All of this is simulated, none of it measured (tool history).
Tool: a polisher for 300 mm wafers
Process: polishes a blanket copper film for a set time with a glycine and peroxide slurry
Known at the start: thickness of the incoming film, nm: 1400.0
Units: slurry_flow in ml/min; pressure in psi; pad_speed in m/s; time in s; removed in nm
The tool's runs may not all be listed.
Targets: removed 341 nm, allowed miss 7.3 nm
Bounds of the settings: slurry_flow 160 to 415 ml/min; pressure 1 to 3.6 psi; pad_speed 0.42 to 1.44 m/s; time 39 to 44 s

run 1 hour=0 | slurry_flow=265 pressure=2.3 pad_speed=0.92 time=44 | removed=224.39
run 2 hour=3.7 | slurry_flow=275 pressure=2.6 pad_speed=0.92 time=44 | removed=248.73
run 3 hour=9.7 | slurry_flow=275 pressure=2.6 pad_speed=0.92 time=39 | removed=220.56
run 4 hour=14.3 | slurry_flow=275 pressure=2.6 pad_speed=0.82 time=39 | removed=199.59
run 5 hour=15.5 | slurry_flow=275 pressure=3 pad_speed=0.82 time=39 | removed=224.78
run 6 hour=21.4 | slurry_flow=280 pressure=3.1 pad_speed=0.88 time=39 | removed=248.1
run 7 hour=28.3 | slurry_flow=330 pressure=3.6 pad_speed=1.04 time=39 | removed=324.69
run 8 hour=35.3 | slurry_flow=330 pressure=3.6 pad_speed=1.06 time=39 | removed=328.58

4 next moves are on the table. One of them brings every result within its allowed miss. Which?
run A hour=42.3 | slurry_flow=355 pressure=3.2 pad_speed=1.06 time=41 | removed=?
run B hour=42.3 | slurry_flow=355 pressure=3.4 pad_speed=1.1 time=41 | removed=?
run C hour=42.3 | slurry_flow=340 pressure=3.6 pad_speed=1.04 time=39 | removed=?
run D hour=42.3 | slurry_flow=325 pressure=3.1 pad_speed=1.12 time=41 | removed=?

move=A removed=314.01
move=B removed=341.43
move=C removed=324.14
move=D removed=318.4
A: further off than the last run
B: meets every target
C: further off than the last run
D: further off than the last run
Answer: B
